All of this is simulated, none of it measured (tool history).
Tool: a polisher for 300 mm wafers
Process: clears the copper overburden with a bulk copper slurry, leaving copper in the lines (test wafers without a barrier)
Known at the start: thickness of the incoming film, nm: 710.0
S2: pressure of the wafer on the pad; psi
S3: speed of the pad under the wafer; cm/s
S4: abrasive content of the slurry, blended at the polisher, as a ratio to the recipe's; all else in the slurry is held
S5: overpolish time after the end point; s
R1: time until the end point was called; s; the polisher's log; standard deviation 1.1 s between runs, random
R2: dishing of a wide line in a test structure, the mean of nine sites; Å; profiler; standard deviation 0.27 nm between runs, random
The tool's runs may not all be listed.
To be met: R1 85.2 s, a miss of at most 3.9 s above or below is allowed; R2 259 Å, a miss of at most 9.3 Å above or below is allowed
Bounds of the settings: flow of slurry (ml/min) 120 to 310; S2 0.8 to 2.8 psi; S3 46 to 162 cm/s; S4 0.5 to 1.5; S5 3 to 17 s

Run 1, hour 0: flow of slurry (ml/min) 200, S2 1.8 psi, S3 104 cm/s, S4 1, S5 9 s. Result: R1 113 s, R2 241.87 Å.
Run 2, hour 2: flow of slurry (ml/min) 200, S2 1.9 psi, S3 104 cm/s, S4 1, S5 9 s. Result: R1 106.55 s, R2 243.37 Å.
Run 3, hour 5.5: flow of slurry (ml/min) 200, S2 1.9 psi, S3 104 cm/s, S4 0.8, S5 9 s. Result: R1 116.11 s, R2 237.32 Å.
Run 4, hour 7.8: flow of slurry (ml/min) 200, S2 2 psi, S3 104 cm/s, S4 0.8, S5 9 s. Result: R1 105.99 s, R2 247.36 Å.
Run 5, hour 13.3: flow of slurry (ml/min) 200, S2 2 psi, S3 92 cm/s, S4 0.8, S5 9 s. Result: R1 121.86 s, R2 233.27 Å.
Run 6, hour 20.6: flow of slurry (ml/min) 200, S2 2.1 psi, S3 92 cm/s, S4 0.8, S5 9 s. Result: R1 114.63 s, R2 238.35 Å.
Run 7, hour 28.7: flow of slurry (ml/min) 200, S2 2.2 psi, S3 92 cm/s, S4 0.8, S5 9 s. Result: R1 108.23 s, R2 245.91 Å.
Run 8, hour 29.8: flow of slurry (ml/min) 205, S2 2.4 psi, S3 92 cm/s, S4 0.8, S5 8 s. Result: R1 101.65 s, R2 241.49 Å.
Run 9, hour 35.1: flow of slurry (ml/min) 205, S2 2.6 psi, S3 94 cm/s, S4 0.8, S5 8 s. Result: R1 93.009 s, R2 257.92 Å.
Run 10, hour 43.3: flow of slurry (ml/min) 205, S2 2.7 psi, S3 96 cm/s, S4 0.8, S5 7 s. Result: R1 87.414 s, R2 248.33 Å.

5 candidate next runs follow, results not yet known. Just one meets every target within its allowed miss. Identify it.
Run A, hour 51.5: flow of slurry (ml/min) 210, S2 2.6 psi, S3 102 cm/s, S4 0.6, S5 6 s. Result: R1 ?, R2 ?.
Run B, hour 51.5: flow of slurry (ml/min) 125, S2 2.6 psi, S3 106 cm/s, S4 0.95, S5 8 s. Result: R1 ?, R2 ?.
Run C, hour 51.5: flow of slurry (ml/min) 245, S2 2.6 psi, S3 100 cm/s, S4 0.75, S5 6 s. Result: R1 ?, R2 ?.
Run D, hour 51.5: flow of slurry (ml/min) 175, S2 2.8 psi, S3 100 cm/s, S4 0.75, S5 6 s. Result: R1 ?, R2 ?.
Run E, hour 51.5: flow of slurry (ml/min) 200, S2 2.8 psi, S3 96 cm/s, S4 0.85, S5 6 s. Result: R1 ?, R2 ?.

move      R1      R2
   A  89.721  232.05
   B  86.373  265.64
   C  85.943   236.8
   D  83.913  240.54
   E  83.503  241.08
A: further off than the last run
B: hits every target within its allowed miss
C: further off than the last run
D: further off than the last run
E: further off than the last run
The right move is B.
